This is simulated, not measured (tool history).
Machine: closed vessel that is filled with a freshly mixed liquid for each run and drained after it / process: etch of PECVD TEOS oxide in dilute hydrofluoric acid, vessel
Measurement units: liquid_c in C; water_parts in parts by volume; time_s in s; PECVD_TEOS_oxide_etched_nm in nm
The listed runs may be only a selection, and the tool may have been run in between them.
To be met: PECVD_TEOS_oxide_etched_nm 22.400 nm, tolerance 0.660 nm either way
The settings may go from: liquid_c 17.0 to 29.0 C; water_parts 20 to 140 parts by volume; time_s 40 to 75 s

| run | hour | liquid_c | water_parts | time_s | PECVD_TEOS_oxide_etched_nm |
|---|---|---|---|---|---|
| 1 | 0.0 | 21.0 | 75 | 75 | 13.043 |
| 2 | 5.8 | 21.0 | 75 | 75 | 12.894 |
| 3 | 10.4 | 23.0 | 70 | 75 | 15.166 |
| 4 | 15.8 | 24.5 | 65 | 75 | 17.517 |
| 5 | 22.5 | 25.5 | 65 | 75 | 18.229 |
| 6 | 29.6 | 26.5 | 65 | 75 | 18.818 |
| 7 | 37.6 | 26.5 | 65 | 75 | 18.898 |
| 8 | 41.3 | 27.0 | 65 | 75 | 19.227 |
| 9 | 46.4 | 27.5 | 65 | 75 | 19.630 |
| 10 | 53.4 | 28.0 | 65 | 75 | 20.062 |
| 11 | 58.6 | 28.5 | 65 | 75 | 20.396 |

Which one of the following 4 next-run settings gets every result inside its allowed miss? There is exactly one.
| A | 63.8 | 26.5 | 60 | 75 | ? |
| B | 63.8 | 28.5 | 60 | 75 | ? |
| C | 63.8 | 27.0 | 65 | 75 | ? |
| D | 63.8 | 29.0 | 65 | 75 | ? |

| move | PECVD_TEOS_oxide_etched_nm |
|---|---|
| A | 20.659 |
| B | 22.365 |
| C | 19.319 |
| D | 20.900 |
A: closer than the last run, but not yet in spec
B: each result inside its tolerance
C: lands further from the targets than the last run did
D: closer than the last run, but not yet in spec
Correct choice: B, which meets every target
